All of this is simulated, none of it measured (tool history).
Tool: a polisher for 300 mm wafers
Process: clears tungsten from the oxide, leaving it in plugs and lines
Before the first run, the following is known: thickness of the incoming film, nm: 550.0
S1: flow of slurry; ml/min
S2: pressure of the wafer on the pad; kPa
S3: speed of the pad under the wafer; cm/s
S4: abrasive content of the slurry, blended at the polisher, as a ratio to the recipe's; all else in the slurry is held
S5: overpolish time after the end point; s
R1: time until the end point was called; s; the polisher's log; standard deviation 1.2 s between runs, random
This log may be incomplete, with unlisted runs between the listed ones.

| run | hour | S1 | S2 | S3 | S4 | S5 | R1 |
|---|---|---|---|---|---|---|---|
| 1 | 0 | 165 | 17.9 | 138 | 1 | 27 | 151.6 |
| 2 | 2.3 | 165 | 20.7 | 140 | 1 | 27 | 130.5 |
| 3 | 8.8 | 165 | 22.8 | 142 | 1 | 27 | 114.95 |
| 4 | 9.6 | 165 | 22.8 | 142 | 1 | 27 | 114.93 |
| 5 | 11.6 | 165 | 24.1 | 142 | 1 | 27 | 110.18 |
| 6 | 17 | 165 | 24.1 | 142 | 1 | 29 | 110.21 |

Predict the results of run 7:
| 7 | 20.8 | 165 | 25.5 | 142 | 1 | 29 | ? |

{"run 7": {"R1": 103.1}}
